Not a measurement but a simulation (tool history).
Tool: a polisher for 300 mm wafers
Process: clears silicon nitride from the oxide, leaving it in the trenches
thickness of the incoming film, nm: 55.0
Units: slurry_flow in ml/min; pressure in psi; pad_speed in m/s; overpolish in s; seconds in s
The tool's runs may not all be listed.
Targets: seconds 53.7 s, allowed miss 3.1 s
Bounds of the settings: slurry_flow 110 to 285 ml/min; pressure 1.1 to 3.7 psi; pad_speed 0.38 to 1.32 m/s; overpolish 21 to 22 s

{"run": 1, "hour": 0.0, "slurry_flow": 180, "pressure": 2.4, "pad_speed": 0.84, "overpolish": 21, "seconds": 80.543}
{"run": 2, "hour": 7.1, "slurry_flow": 180, "pressure": 2.6, "pad_speed": 0.84, "overpolish": 21, "seconds": 75.653}
{"run": 3, "hour": 11.3, "slurry_flow": 180, "pressure": 2.8, "pad_speed": 0.84, "overpolish": 21, "seconds": 72.695}
{"run": 4, "hour": 20.0, "slurry_flow": 180, "pressure": 3, "pad_speed": 0.86, "overpolish": 21, "seconds": 66.47}
{"run": 5, "hour": 20.9, "slurry_flow": 180, "pressure": 3.1, "pad_speed": 0.86, "overpolish": 21, "seconds": 64.821}
{"run": 6, "hour": 26.9, "slurry_flow": 180, "pressure": 3.2, "pad_speed": 0.86, "overpolish": 21, "seconds": 64.17}
{"run": 7, "hour": 33.6, "slurry_flow": 180, "pressure": 3.3, "pad_speed": 0.88, "overpolish": 21, "seconds": 60.321}
{"run": 8, "hour": 36.9, "slurry_flow": 180, "pressure": 3.4, "pad_speed": 0.88, "overpolish": 21, "seconds": 60.12}
{"run": 9, "hour": 41.0, "slurry_flow": 180, "pressure": 3.5, "pad_speed": 0.88, "overpolish": 21, "seconds": 56.357}

Which of these 5 next moves meets every target?
{"run": "A", "hour": 45.1, "slurry_flow": 190, "pressure": 3.6, "pad_speed": 0.92, "overpolish": 22, "seconds": "?"}
{"run": "B", "hour": 45.1, "slurry_flow": 155, "pressure": 3.6, "pad_speed": 0.8, "overpolish": 21, "seconds": "?"}
{"run": "C", "hour": 45.1, "slurry_flow": 110, "pressure": 3.7, "pad_speed": 0.84, "overpolish": 22, "seconds": "?"}
{"run": "D", "hour": 45.1, "slurry_flow": 160, "pressure": 3.5, "pad_speed": 0.88, "overpolish": 21, "seconds": "?"}
{"run": "E", "hour": 45.1, "slurry_flow": 175, "pressure": 3.5, "pad_speed": 0.8, "overpolish": 22, "seconds": "?"}

move=A seconds=55.974
move=B seconds=62.9
move=C seconds=62.125
move=D seconds=60.27
move=E seconds=63.546
A: meets every target
B: further off than the last run
C: further off than the last run
D: further off than the last run
E: further off than the last run
Move A is the one to make.
